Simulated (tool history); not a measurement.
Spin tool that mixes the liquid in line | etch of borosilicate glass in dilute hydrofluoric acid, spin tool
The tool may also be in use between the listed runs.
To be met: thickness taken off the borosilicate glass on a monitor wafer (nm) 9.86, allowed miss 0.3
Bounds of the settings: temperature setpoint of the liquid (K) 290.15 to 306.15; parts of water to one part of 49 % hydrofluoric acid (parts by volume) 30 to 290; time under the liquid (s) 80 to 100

| run | day | temperature setpoint of the liquid (K) | parts of water to one part of 49 % hydrofluoric acid (parts by volume) | time under the liquid (s) | thickness taken off the borosilicate glass on a monitor wafer (nm) |
|---|---|---|---|---|---|
| 1 | 0 | 298.15 | 160 | 100 | 17.562 |
| 2 | 0.3 | 296.15 | 170 | 100 | 15.344 |
| 3 | 0.408 | 296.15 | 170 | 80 | 12.405 |
| 4 | 0.546 | 295.15 | 170 | 80 | 11.839 |
| 5 | 0.608 | 294.15 | 170 | 80 | 11.332 |
| 6 | 0.758 | 293.65 | 170 | 80 | 11.365 |
| 7 | 0.904 | 292.65 | 170 | 80 | 10.879 |
| 8 | 1.233 | 292.15 | 170 | 80 | 10.587 |
| 9 | 1.35 | 291.65 | 170 | 80 | 10.332 |

Which of these 5 next moves meets every target?
| A | 1.467 | 291.15 | 190 | 90 | ? |
| B | 1.467 | 290.15 | 180 | 95 | ? |
| C | 1.467 | 294.15 | 205 | 95 | ? |
| D | 1.467 | 295.15 | 210 | 95 | ? |
| E | 1.467 | 290.15 | 165 | 85 | ? |

| move | thickness taken off the borosilicate glass on a monitor wafer (nm) |
|---|---|
| A | 9.8323 |
| B | 10.625 |
| C | 10.653 |
| D | 10.746 |
| E | 10.519 |
A: meets every target
B: further off than the last run
C: further off than the last run
D: further off than the last run
E: further off than the last run
The right move is A.
